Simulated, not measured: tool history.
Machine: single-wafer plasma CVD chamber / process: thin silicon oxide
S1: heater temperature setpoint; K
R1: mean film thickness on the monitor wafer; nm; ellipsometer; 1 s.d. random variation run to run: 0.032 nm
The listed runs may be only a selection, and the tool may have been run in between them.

Run 1, hour 0.0: S1 688.15 K, chamber pressure (Torr) 0.772, RF power (W) 320, deposition time (s) 8.00. Result: R1 14.975 nm.
Run 2, hour 4.7: S1 681.15 K, chamber pressure (Torr) 0.772, RF power (W) 320, deposition time (s) 8.00. Result: R1 14.859 nm.
Run 3, hour 13.3: S1 675.15 K, chamber pressure (Torr) 0.772, RF power (W) 320, deposition time (s) 8.00. Result: R1 14.942 nm.
Run 4, hour 15.8: S1 675.15 K, chamber pressure (Torr) 0.772, RF power (W) 300, deposition time (s) 8.00. Result: R1 14.628 nm.
Run 5, hour 18.1: S1 675.15 K, chamber pressure (Torr) 0.716, RF power (W) 290, deposition time (s) 7.98. Result: R1 13.289 nm.
Run 6, hour 21.1: S1 675.15 K, chamber pressure (Torr) 0.775, RF power (W) 290, deposition time (s) 7.98. Result: R1 14.463 nm.
Run 7, hour 24.0: S1 675.15 K, chamber pressure (Torr) 0.719, RF power (W) 290, deposition time (s) 7.98. Result: R1 13.392 nm.

Run 8, settings as shown, results not yet in. Your forecast:
Run 8, hour 26.0: S1 675.15 K, chamber pressure (Torr) 0.673, RF power (W) 290, deposition time (s) 7.98. Result: R1 ?.

{"run 8": {"R1": 12.443}}

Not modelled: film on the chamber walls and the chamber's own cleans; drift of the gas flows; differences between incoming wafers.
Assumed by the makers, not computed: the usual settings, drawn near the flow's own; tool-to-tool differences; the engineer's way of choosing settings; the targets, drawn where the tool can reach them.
